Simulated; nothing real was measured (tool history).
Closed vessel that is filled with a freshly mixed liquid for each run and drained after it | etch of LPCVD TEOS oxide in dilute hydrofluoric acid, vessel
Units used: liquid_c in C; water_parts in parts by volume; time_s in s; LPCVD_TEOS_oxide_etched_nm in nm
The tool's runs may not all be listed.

run	hour	liquid_c	water_parts	time_s	LPCVD_TEOS_oxide_etched_nm
1	0	24	115	240	36.546
2	1.7	26	105	240	43.355
3	8.9	27.5	100	240	48.543
4	11.9	29	100	240	51.235
5	15.6	27	100	240	47.794
6	16.2	25.5	100	240	44.518
7	23.4	27.5	95	240	51.584

Forecast run 8:
8	29.1	28.5	95	240	?

{"run 8": {"LPCVD_TEOS_oxide_etched_nm": 53.687}}

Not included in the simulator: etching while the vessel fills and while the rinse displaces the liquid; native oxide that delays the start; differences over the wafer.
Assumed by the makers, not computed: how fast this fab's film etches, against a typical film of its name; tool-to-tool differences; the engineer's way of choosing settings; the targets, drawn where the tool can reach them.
